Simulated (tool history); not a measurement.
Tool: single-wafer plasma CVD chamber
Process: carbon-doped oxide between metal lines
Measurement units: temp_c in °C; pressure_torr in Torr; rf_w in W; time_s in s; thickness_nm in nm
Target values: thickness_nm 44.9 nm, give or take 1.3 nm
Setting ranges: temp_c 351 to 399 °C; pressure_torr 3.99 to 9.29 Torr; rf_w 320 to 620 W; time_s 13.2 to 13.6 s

run 1 hour=0 | temp_c=375 pressure_torr=6.64 rf_w=470 time_s=13.2 | thickness_nm=61.139
run 2 hour=1.7 | temp_c=378 pressure_torr=6.25 rf_w=450 time_s=13.2 | thickness_nm=57.786
run 3 hour=5.2 | temp_c=379 pressure_torr=6.09 rf_w=430 time_s=13.2 | thickness_nm=54.76
run 4 hour=7.8 | temp_c=380 pressure_torr=5.91 rf_w=420 time_s=13.2 | thickness_nm=52.701
run 5 hour=15.6 | temp_c=381 pressure_torr=5.69 rf_w=415 time_s=13.2 | thickness_nm=51.693
run 6 hour=24.3 | temp_c=382 pressure_torr=5.48 rf_w=410 time_s=13.2 | thickness_nm=51.035
run 7 hour=25.2 | temp_c=383 pressure_torr=5.33 rf_w=405 time_s=13.2 | thickness_nm=49.66
run 8 hour=31.8 | temp_c=384 pressure_torr=5.18 rf_w=400 time_s=13.2 | thickness_nm=48.994
run 9 hour=40.3 | temp_c=385 pressure_torr=5.05 rf_w=395 time_s=13.2 | thickness_nm=47.876
run 10 hour=43.6 | temp_c=386 pressure_torr=4.96 rf_w=395 time_s=13.2 | thickness_nm=47.778
run 11 hour=45.5 | temp_c=387 pressure_torr=4.86 rf_w=395 time_s=13.2 | thickness_nm=47.591
run 12 hour=51 | temp_c=387 pressure_torr=4.77 rf_w=395 time_s=13.2 | thickness_nm=47.103
run 13 hour=58.9 | temp_c=388 pressure_torr=4.7 rf_w=395 time_s=13.2 | thickness_nm=47.122
run 14 hour=61.5 | temp_c=388 pressure_torr=4.7 rf_w=395 time_s=13.2 | thickness_nm=47.228
run 15 hour=64.5 | temp_c=390 pressure_torr=4.56 rf_w=355 time_s=13.2 | thickness_nm=40.602
run 16 hour=69 | temp_c=389 pressure_torr=4.56 rf_w=355 time_s=13.2 | thickness_nm=40.712

Which one of the following 4 next-run settings gets every result inside its allowed miss? There is exactly one.
run A hour=73.5 | temp_c=388 pressure_torr=4.97 rf_w=395 time_s=13.6 | thickness_nm=?
run B hour=73.5 | temp_c=399 pressure_torr=4 rf_w=385 time_s=13.4 | thickness_nm=?
run C hour=73.5 | temp_c=384 pressure_torr=4.44 rf_w=390 time_s=13.6 | thickness_nm=?
run D hour=73.5 | temp_c=395 pressure_torr=6.91 rf_w=325 time_s=13.5 | thickness_nm=?

move=A thickness_nm=49.038
move=B thickness_nm=44.747
move=C thickness_nm=48.045
move=D thickness_nm=37.461
A: the result that was furthest off in the last run now lies on the other side of its target
B: all results in spec
C: the result that was furthest off in the last run now lies on the other side of its target
D: its largest miss is bigger than the last run's
B is the move that brings every result within its allowed miss.
